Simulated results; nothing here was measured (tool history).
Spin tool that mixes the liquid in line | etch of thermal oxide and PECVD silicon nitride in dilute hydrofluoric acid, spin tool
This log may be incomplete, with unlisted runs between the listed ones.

run  hour  temperature setpoint of the liquid (K)  parts of water to one part of 49 % hydrofluoric acid (parts by volume)  time under the liquid (s)  thickness taken off the thermal oxide on a monitor wafer (angstrom)  thickness taken off the PECVD silicon nitride on a monitor wafer (angstrom)
  1   0.0                                  294.15                                                                      45                        180                                                              161.200                                                                       195.21
  2   4.1                                  294.15                                                                      45                        115                                                              102.280                                                                       124.77
  3  12.2                                  295.65                                                                      45                        115                                                              108.080                                                                       138.29
  4  15.5                                  292.15                                                                      45                        115                                                               93.816                                                                       108.32
  5  18.2                                  295.65                                                                      45                        115                                                              108.990                                                                       137.89
  6  27.1                                  297.15                                                                      45                        115                                                              115.440                                                                       153.49
  7  33.0                                  301.15                                                                      30                        115                                                              209.100                                                                       296.86
  8  34.7                                  301.15                                                                      30                        115                                                              208.750                                                                       298.64

Predict the results of run 9:
  9  37.5                                  301.65                                                                      35                        115                                                                    ?                                                                            ?

Run 9 gave thickness taken off the thermal oxide on a monitor wafer (angstrom) 179.260, thickness taken off the PECVD silicon nitride on a monitor wafer (angstrom) 265.15.

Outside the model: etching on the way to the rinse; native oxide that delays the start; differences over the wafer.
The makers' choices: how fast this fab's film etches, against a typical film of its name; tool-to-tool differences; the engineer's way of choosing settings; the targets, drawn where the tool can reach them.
